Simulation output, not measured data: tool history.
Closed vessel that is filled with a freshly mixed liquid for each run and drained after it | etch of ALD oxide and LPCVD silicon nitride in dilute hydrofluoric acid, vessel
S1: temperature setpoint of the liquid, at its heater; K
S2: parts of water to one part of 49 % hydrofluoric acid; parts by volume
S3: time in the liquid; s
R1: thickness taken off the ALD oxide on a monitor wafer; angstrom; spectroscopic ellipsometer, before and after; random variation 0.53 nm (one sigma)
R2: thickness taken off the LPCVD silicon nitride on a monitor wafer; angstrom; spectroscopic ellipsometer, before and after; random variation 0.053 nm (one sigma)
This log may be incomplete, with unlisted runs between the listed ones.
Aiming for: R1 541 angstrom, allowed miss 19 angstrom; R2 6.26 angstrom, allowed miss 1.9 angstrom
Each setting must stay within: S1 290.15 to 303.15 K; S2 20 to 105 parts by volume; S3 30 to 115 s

run  hour      S1   S2  S3      R1      R2
  1     0  295.15   55  60   335.7  4.4234
  2   6.4  295.15   75  60  237.14  3.8106
  3   7.9  295.15   90  60  191.93   2.743
  4  14.4  295.15  105  60  165.57  1.9115
  5  23.6  295.15  105  60   165.3  2.5822
  6    28  295.15   95  60  185.22   2.943
  7    32  299.15   70  65  328.36  5.1727
  8  39.9  298.15   45  65  507.03  7.4206
  9  48.7  297.65   40  65  562.64    8.39

Which one of the following 4 next-run settings gets every result inside its allowed miss? There is exactly one.
  A  57.5  291.15  25  50   ?   ?
  B  57.5  303.15  50  70   ?   ?
  C  57.5  293.15  55  95   ?   ?
  D  57.5  290.15  20  45   ?   ?

move      R1      R2
   A   537.7  6.0913
   B  599.45  9.8252
   C  488.68  6.2217
   D  582.02  6.3093
A: in spec on every target
B: lands further from the targets than the last run did
C: moves the result that the last run missed by most past its target, out the other side
D: lands further from the targets than the last run did
Move A is the one to make.

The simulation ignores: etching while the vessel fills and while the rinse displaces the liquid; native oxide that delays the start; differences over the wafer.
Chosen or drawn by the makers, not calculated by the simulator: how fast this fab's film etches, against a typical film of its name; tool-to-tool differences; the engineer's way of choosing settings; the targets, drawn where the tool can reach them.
